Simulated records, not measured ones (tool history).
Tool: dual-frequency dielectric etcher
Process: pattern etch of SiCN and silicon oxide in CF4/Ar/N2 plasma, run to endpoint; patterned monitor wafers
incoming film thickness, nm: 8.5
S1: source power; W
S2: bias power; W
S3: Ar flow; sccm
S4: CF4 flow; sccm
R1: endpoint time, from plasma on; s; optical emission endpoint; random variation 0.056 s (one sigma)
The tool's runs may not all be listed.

{"run": 1, "hour": 0.0, "S1": 330, "S2": 96, "S3": 81, "S4": 61, "R1": 12.274}
{"run": 2, "hour": 4.5, "S1": 350, "S2": 96, "S3": 81, "S4": 61, "R1": 11.45}
{"run": 3, "hour": 11.3, "S1": 350, "S2": 81, "S3": 81, "S4": 61, "R1": 12.509}
{"run": 4, "hour": 13.8, "S1": 370, "S2": 81, "S3": 81, "S4": 61, "R1": 11.718}
{"run": 5, "hour": 21.1, "S1": 380, "S2": 81, "S3": 81, "S4": 61, "R1": 11.5}
{"run": 6, "hour": 23.8, "S1": 380, "S2": 81, "S3": 90, "S4": 61, "R1": 11.54}

Forecast run 7:
{"run": 7, "hour": 24.4, "S1": 390, "S2": 81, "S3": 90, "S4": 61, "R1": "?"}

R1: 11.213 s

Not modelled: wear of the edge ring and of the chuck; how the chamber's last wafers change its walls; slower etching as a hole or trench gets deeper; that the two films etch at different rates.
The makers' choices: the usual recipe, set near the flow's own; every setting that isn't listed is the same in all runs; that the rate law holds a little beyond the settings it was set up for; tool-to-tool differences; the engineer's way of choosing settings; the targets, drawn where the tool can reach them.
